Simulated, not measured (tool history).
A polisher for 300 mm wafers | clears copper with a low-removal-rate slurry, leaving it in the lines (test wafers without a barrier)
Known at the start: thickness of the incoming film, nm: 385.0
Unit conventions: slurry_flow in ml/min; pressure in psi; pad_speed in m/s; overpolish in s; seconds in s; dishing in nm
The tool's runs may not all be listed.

{"run": 1, "hour": 0.0, "slurry_flow": 220, "pressure": 2.9, "pad_speed": 1.1, "slurry_solids": 1.0, "overpolish": 12, "seconds": 95.974, "dishing": 25.566}
{"run": 2, "hour": 5.0, "slurry_flow": 220, "pressure": 2.2, "pad_speed": 1.1, "slurry_solids": 1.0, "overpolish": 12, "seconds": 124.87, "dishing": 20.765}
{"run": 3, "hour": 13.7, "slurry_flow": 220, "pressure": 2.2, "pad_speed": 1.1, "slurry_solids": 1.0, "overpolish": 16, "seconds": 127.28, "dishing": 25.904}
{"run": 4, "hour": 16.4, "slurry_flow": 225, "pressure": 1.9, "pad_speed": 1.24, "slurry_solids": 1.0, "overpolish": 12, "seconds": 129.9, "dishing": 20.27}
{"run": 5, "hour": 17.2, "slurry_flow": 225, "pressure": 1.9, "pad_speed": 1.24, "slurry_solids": 0.9, "overpolish": 12, "seconds": 134.97, "dishing": 20.052}
{"run": 6, "hour": 22.1, "slurry_flow": 200, "pressure": 2.0, "pad_speed": 1.18, "slurry_solids": 1.1, "overpolish": 9, "seconds": 128.5, "dishing": 16.249}
{"run": 7, "hour": 29.3, "slurry_flow": 175, "pressure": 2.1, "pad_speed": 1.2, "slurry_solids": 1.25, "overpolish": 7, "seconds": 120.4, "dishing": 14.287}
{"run": 8, "hour": 33.5, "slurry_flow": 160, "pressure": 2.1, "pad_speed": 1.26, "slurry_solids": 1.35, "overpolish": 6, "seconds": 113.75, "dishing": 12.848}
{"run": 9, "hour": 37.5, "slurry_flow": 150, "pressure": 2.0, "pad_speed": 1.38, "slurry_solids": 1.4, "overpolish": 5, "seconds": 112.12, "dishing": 11.818}

What will run 10 give?
{"run": 10, "hour": 45.5, "slurry_flow": 145, "pressure": 1.9, "pad_speed": 1.5, "slurry_solids": 1.45, "overpolish": 5, "seconds": "?", "dishing": "?"}

Run 10 came out at seconds 109.190 s, dishing 11.478 nm.

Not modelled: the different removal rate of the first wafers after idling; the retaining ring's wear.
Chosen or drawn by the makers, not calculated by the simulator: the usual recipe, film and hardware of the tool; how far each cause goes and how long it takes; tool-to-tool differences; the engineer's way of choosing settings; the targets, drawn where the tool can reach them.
